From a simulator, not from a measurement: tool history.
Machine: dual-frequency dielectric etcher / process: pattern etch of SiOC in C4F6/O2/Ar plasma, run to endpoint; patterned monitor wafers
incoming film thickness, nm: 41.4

run    day  bias power (kW)  source power (kW)  endpoint time (s)
  1  0.000            0.560              0.310             15.724
  2  0.367            0.617              0.310             15.165
  3  0.688            0.646              0.320             14.489
  4  0.754            0.646              0.270             15.620
  5  0.792            0.567              0.270             16.278
  6  0.938            0.605              0.290             15.516
  7  1.267            0.636              0.300             14.925
  8  1.550            0.636              0.300             14.926
  9  1.829            0.636              0.300             14.940
 10  2.054            0.748              0.350             13.366
 11  2.192            0.754              0.350             13.249

The next listed run, before its measurement:
 12  2.425            0.759              0.350                  ?

Run 12 came out at endpoint time (s) 13.263.
